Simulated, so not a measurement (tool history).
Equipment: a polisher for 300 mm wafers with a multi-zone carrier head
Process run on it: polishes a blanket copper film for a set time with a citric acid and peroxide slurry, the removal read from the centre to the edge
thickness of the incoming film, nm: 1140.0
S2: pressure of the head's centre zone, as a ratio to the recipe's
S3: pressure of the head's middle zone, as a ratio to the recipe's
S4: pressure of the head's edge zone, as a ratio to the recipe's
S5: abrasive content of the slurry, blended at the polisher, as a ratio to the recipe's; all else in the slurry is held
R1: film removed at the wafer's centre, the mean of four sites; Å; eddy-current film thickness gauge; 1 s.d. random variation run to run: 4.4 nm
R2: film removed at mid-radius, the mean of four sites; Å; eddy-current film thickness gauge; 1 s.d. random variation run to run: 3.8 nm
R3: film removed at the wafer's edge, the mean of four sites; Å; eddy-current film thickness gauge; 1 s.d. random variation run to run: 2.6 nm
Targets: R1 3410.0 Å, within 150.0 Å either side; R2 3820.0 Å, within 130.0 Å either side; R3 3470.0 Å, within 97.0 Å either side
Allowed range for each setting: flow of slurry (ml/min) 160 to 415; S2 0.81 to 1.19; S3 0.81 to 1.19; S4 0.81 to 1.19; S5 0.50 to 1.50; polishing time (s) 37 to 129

{"run": 1, "day": 0.0, "flow of slurry (ml/min)": 265, "S2": 1.0, "S3": 1.0, "S4": 1.0, "S5": 1.0, "polishing time (s)": 83, "R1": 2827.9, "R2": 2780.7, "R3": 2772.6}
{"run": 2, "day": 0.3, "flow of slurry (ml/min)": 265, "S2": 1.0, "S3": 1.0, "S4": 1.0, "S5": 1.0, "polishing time (s)": 74, "R1": 2512.1, "R2": 2503.9, "R3": 2433.5}
{"run": 3, "day": 0.383, "flow of slurry (ml/min)": 210, "S2": 1.0, "S3": 1.0, "S4": 1.0, "S5": 1.0, "polishing time (s)": 74, "R1": 2402.2, "R2": 2403.8, "R3": 2368.6}
{"run": 4, "day": 0.721, "flow of slurry (ml/min)": 225, "S2": 1.0, "S3": 1.02, "S4": 1.02, "S5": 1.05, "polishing time (s)": 75, "R1": 2481.1, "R2": 2512.0, "R3": 2471.8}
{"run": 5, "day": 1.008, "flow of slurry (ml/min)": 225, "S2": 1.0, "S3": 1.08, "S4": 1.02, "S5": 1.05, "polishing time (s)": 75, "R1": 2428.8, "R2": 2650.5, "R3": 2444.0}
{"run": 6, "day": 1.079, "flow of slurry (ml/min)": 240, "S2": 1.01, "S3": 1.09, "S4": 1.03, "S5": 1.1, "polishing time (s)": 76, "R1": 2574.3, "R2": 2734.7, "R3": 2559.8}
{"run": 7, "day": 1.246, "flow of slurry (ml/min)": 250, "S2": 1.01, "S3": 1.1, "S4": 1.03, "S5": 1.15, "polishing time (s)": 77, "R1": 2703.8, "R2": 2910.3, "R3": 2644.2}
{"run": 8, "day": 1.325, "flow of slurry (ml/min)": 260, "S2": 1.01, "S3": 1.11, "S4": 1.05, "S5": 1.2, "polishing time (s)": 77, "R1": 2758.6, "R2": 2922.2, "R3": 2704.3}
{"run": 9, "day": 1.525, "flow of slurry (ml/min)": 270, "S2": 1.0, "S3": 1.12, "S4": 1.06, "S5": 1.25, "polishing time (s)": 78, "R1": 2810.7, "R2": 3055.2, "R3": 2813.2}
{"day": 1.642, "done": "slurry nozzle cleaned"}
{"run": 10, "day": 1.642, "flow of slurry (ml/min)": 280, "S2": 1.0, "S3": 1.13, "S4": 1.07, "S5": 1.3, "polishing time (s)": 79, "R1": 3048.8, "R2": 3388.0, "R3": 2961.1}
{"run": 11, "day": 1.783, "flow of slurry (ml/min)": 290, "S2": 0.99, "S3": 1.12, "S4": 1.08, "S5": 1.3, "polishing time (s)": 79, "R1": 2998.6, "R2": 3306.6, "R3": 2991.5}
{"run": 12, "day": 1.962, "flow of slurry (ml/min)": 300, "S2": 0.99, "S3": 1.12, "S4": 1.09, "S5": 1.3, "polishing time (s)": 79, "R1": 3001.9, "R2": 3305.0, "R3": 2974.1}
{"run": 13, "day": 2.142, "flow of slurry (ml/min)": 305, "S2": 0.99, "S3": 1.12, "S4": 1.1, "S5": 1.3, "polishing time (s)": 79, "R1": 3008.7, "R2": 3236.8, "R3": 3057.0}
{"run": 14, "day": 2.258, "flow of slurry (ml/min)": 315, "S2": 0.99, "S3": 1.13, "S4": 1.1, "S5": 1.3, "polishing time (s)": 79, "R1": 2968.1, "R2": 3298.1, "R3": 3026.5}
{"run": 15, "day": 2.308, "flow of slurry (ml/min)": 320, "S2": 0.99, "S3": 1.13, "S4": 1.11, "S5": 1.3, "polishing time (s)": 79, "R1": 3043.9, "R2": 3379.1, "R3": 3047.6}

Next run, 4 choices. One meets every target within its allowed miss, the rest don't. Which?
{"run": "A", "day": 2.358, "flow of slurry (ml/min)": 305, "S2": 0.97, "S3": 1.13, "S4": 1.09, "S5": 1.05, "polishing time (s)": 95, "R1": "?", "R2": "?", "R3": "?"}
{"run": "B", "day": 2.358, "flow of slurry (ml/min)": 340, "S2": 0.97, "S3": 1.12, "S4": 1.13, "S5": 1.5, "polishing time (s)": 93, "R1": "?", "R2": "?", "R3": "?"}
{"run": "C", "day": 2.358, "flow of slurry (ml/min)": 375, "S2": 0.98, "S3": 1.13, "S4": 1.1, "S5": 1.4, "polishing time (s)": 79, "R1": "?", "R2": "?", "R3": "?"}
{"run": "D", "day": 2.358, "flow of slurry (ml/min)": 345, "S2": 0.98, "S3": 1.06, "S4": 1.13, "S5": 1.35, "polishing time (s)": 87, "R1": "?", "R2": "?", "R3": "?"}

move=A R1=3455.4 R2=3849.8 R3=3472.7
move=B R1=3710.4 R2=4098.2 R3=3785.4
move=C R1=3156.2 R2=3481.8 R3=3141.6
move=D R1=3418.6 R2=3574.5 R3=3462.7
A: each result inside its tolerance
B: moves the result that the last run missed by most past its target, out the other side
C: nearer than the last run, and not there yet
D: corrects the largest miss of the last run, while another result sits out of spec
Answer: A
